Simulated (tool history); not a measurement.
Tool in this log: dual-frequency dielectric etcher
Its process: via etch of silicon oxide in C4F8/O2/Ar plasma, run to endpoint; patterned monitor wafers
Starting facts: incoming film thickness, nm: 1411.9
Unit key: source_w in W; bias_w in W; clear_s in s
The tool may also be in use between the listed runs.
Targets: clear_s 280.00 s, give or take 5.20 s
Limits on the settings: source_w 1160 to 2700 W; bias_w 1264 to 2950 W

| run | hour | source_w | bias_w | clear_s |
|---|---|---|---|---|
| 1 | 0.0 | 1930 | 2107 | 260.31 |
| 2 | 0.7 | 2100 | 2107 | 253.88 |
| 3 | 2.6 | 2290 | 2107 | 248.80 |
| 4 | 11.5 | 2470 | 2107 | 243.07 |
| 5 | 19.4 | 2470 | 1802 | 246.79 |
| 6 | 21.6 | 2280 | 1718 | 256.38 |
| 7 | 27.3 | 2150 | 1662 | 265.53 |
| 8 | 35.9 | 2080 | 1638 | 267.01 |
| 9 | 43.9 | 2010 | 1611 | 272.11 |
| 10 | 45.7 | 1970 | 1598 | 275.04 |

Pick the move, out of 5, that brings all results within their allowed miss; only one does.
| A | 47.5 | 2240 | 1568 | ? |
| B | 47.5 | 2160 | 1575 | ? |
| C | 47.5 | 2220 | 1461 | ? |
| D | 47.5 | 2250 | 1569 | ? |
| E | 47.5 | 1970 | 1445 | ? |

| move | clear_s |
|---|---|
| A | 262.78 |
| B | 265.88 |
| C | 266.79 |
| D | 262.35 |
| E | 278.42 |
A: misses by more than the last run did
B: misses by more than the last run did
C: misses by more than the last run did
D: misses by more than the last run did
E: hits every target within its allowed miss
Correct choice: E, which meets every target
